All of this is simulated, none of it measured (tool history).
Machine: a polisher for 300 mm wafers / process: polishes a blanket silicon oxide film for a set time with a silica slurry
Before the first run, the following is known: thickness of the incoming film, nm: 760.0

| run | day | flow of slurry (ml/min) | pressure of the wafer on the pad (kPa) | speed of the pad under the wafer (m/s) | abrasive content of the slurry | polishing time (s) | film removed (Å) |
|---|---|---|---|---|---|---|---|
| 1 | 0.000 | 195 | 33.1 | 1.40 | 1.00 | 85 | 4234.2 |
| 2 | 0.171 | 200 | 35.2 | 1.40 | 1.00 | 85 | 4440.3 |
| 3 | 0.308 | 200 | 37.2 | 1.40 | 1.00 | 85 | 4624.5 |
| 4 | 0.496 | 200 | 37.2 | 1.40 | 1.15 | 85 | 4972.2 |
| 5 | 0.621 | 165 | 37.2 | 1.40 | 1.15 | 85 | 4829.0 |
| 6 | 0.942 | 210 | 37.2 | 1.40 | 1.15 | 85 | 4986.3 |
| 7 | 1.038 | 210 | 38.6 | 1.40 | 1.15 | 85 | 5120.5 |
| 8 | 1.200 | 210 | 40.0 | 1.40 | 1.15 | 85 | 5271.3 |
| 9 | 1.267 | 210 | 40.0 | 1.40 | 1.15 | 85 | 5293.0 |

What will run 10 give?
| 10 | 1.312 | 210 | 41.4 | 1.40 | 1.15 | 85 | ? |

Run 10 yielded film removed (Å) 5376.7.
